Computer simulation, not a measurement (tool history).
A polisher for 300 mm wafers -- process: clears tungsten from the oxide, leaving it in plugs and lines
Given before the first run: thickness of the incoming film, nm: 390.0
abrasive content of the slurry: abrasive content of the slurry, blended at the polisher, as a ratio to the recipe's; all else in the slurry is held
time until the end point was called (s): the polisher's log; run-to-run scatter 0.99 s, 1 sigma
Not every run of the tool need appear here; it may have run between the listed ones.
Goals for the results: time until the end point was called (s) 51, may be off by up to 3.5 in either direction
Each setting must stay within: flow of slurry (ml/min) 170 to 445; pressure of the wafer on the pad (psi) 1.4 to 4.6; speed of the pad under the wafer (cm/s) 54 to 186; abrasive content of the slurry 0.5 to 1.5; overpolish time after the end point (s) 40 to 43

run,hour,flow of slurry (ml/min),pressure of the wafer on the pad (psi),speed of the pad under the wafer (cm/s),abrasive content of the slurry,overpolish time after the end point (s),time until the end point was called (s)
1,0,285,3,118,1,40,81.393
2,3.2,285,2.7,118,1,40,88.263
3,8,285,2.7,118,1.15,40,86.121
4,12.8,285,2.8,120,1.15,40,82.971
5,19.4,340,2.8,120,1.15,40,80.865
6,25,340,2.8,120,1.3,40,80.295
7,29.8,340,2.9,122,1.3,40,77.175
8,32.1,340,3,124,1.3,40,71.578
9,36.3,340,3.1,124,1.3,40,70.301
10,42.6,340,3.2,124,1.3,40,68.138
11,43.7,340,3.3,124,1.3,40,65.5
12,48.7,340,3.4,124,1.3,40,64.798
13,57.6,340,3.5,124,1.3,40,61.74
14,61.1,340,3.6,124,1.3,40,60.853
15,63.3,340,3.7,124,1.3,40,59.893

Which single option among these 4 for the next run brings every result within its allowed miss of target? Just one does.
A,65.5,295,4.2,158,1.25,40,?
B,65.5,410,4,150,1.4,40,?
C,65.5,335,4.6,110,1.5,40,?
D,65.5,295,4,150,1.45,40,?

move,time until the end point was called (s)
A,42.141
B,44.195
C,52.029
D,44.944
A: carries the result that was furthest off beyond its target, to the other side
B: carries the result that was furthest off beyond its target, to the other side
C: hits every target within its allowed miss
D: carries the result that was furthest off beyond its target, to the other side
Move C is the one to make.
